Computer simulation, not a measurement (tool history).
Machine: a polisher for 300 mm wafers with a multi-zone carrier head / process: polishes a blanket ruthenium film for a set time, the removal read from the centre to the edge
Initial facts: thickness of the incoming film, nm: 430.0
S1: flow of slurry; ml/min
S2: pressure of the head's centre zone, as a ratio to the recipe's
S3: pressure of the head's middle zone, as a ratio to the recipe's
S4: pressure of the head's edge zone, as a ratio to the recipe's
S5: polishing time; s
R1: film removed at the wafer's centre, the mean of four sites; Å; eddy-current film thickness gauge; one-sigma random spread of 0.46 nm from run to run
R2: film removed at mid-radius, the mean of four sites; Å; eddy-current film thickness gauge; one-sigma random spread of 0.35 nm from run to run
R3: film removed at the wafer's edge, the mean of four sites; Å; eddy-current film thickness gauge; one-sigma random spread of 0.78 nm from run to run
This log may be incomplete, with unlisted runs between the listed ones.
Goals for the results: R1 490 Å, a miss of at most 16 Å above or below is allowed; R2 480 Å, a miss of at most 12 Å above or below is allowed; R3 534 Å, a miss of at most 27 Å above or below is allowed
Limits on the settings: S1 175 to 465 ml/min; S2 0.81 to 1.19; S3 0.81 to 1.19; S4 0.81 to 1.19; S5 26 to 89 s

run,hour,S1,S2,S3,S4,S5,R1,R2,R3
1,0,295,1,1,1,57,562.45,585.01,585.6
2,2,295,1,1,1,65,649.82,671.44,696.2
3,8.1,360,1,1,1,65,657.06,681.84,671.42
4,13.2,360,0.97,0.94,0.99,61,589.71,601.11,620.1
5,19.1,360,0.95,0.9,0.98,59,565.24,561.86,621.06
6,27.3,360,0.95,0.9,0.98,73,688.72,695.72,754.05
7,28.5,375,0.93,0.87,0.95,66,619.81,604.96,688.07
8,35.1,290,0.92,0.88,0.86,52,478.11,479.25,499.59
9,43.1,290,0.92,0.87,0.88,52,471.43,470.62,510.85

4 next moves are on the table. One of them brings every result within its allowed miss. Which?
A,51.1,185,0.84,0.84,0.98,57,?,?,?
B,51.1,210,0.92,0.81,0.92,55,?,?,?
C,51.1,315,0.95,0.88,0.96,52,?,?,?
D,51.1,345,0.96,0.84,0.81,54,?,?,?

move,R1,R2,R3
A,435.38,473.79,557.97
B,472.18,453.74,531.56
C,489.04,483.74,532.83
D,518.04,487.76,515.92
A: its largest miss is bigger than the last run's
B: its largest miss is bigger than the last run's
C: every result lands within tolerance
D: the result that was furthest off in the last run now lies on the other side of its target
So the answer is move C, the one that meets all the targets.

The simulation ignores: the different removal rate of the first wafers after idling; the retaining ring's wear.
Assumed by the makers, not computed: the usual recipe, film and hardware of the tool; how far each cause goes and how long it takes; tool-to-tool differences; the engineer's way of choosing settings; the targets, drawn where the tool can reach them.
